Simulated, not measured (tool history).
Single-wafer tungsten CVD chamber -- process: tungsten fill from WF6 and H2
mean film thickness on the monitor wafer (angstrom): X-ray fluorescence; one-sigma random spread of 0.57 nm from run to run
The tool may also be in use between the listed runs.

run	hour	heater temperature setpoint (°C)	chamber pressure (Torr)	deposition time (s)	mean film thickness on the monitor wafer (angstrom)
1	0.0	395	40.8	25.6	847.50
2	2.2	391	40.8	25.6	777.83
3	3.5	391	36.9	25.6	748.05
4	11.0	396	36.9	25.6	835.58
5	16.5	388	36.9	25.6	691.48
6	25.4	384	36.9	25.6	642.71
7	33.7	389	37.2	25.6	712.78
8	35.9	401	42.7	25.6	970.53
9	41.3	403	42.8	25.6	1013.70
10	47.5	403	42.8	25.6	1020.40

Forecast run 11:
11	53.9	405	42.9	25.6	?

mean film thickness on the monitor wafer (angstrom): 1057.10

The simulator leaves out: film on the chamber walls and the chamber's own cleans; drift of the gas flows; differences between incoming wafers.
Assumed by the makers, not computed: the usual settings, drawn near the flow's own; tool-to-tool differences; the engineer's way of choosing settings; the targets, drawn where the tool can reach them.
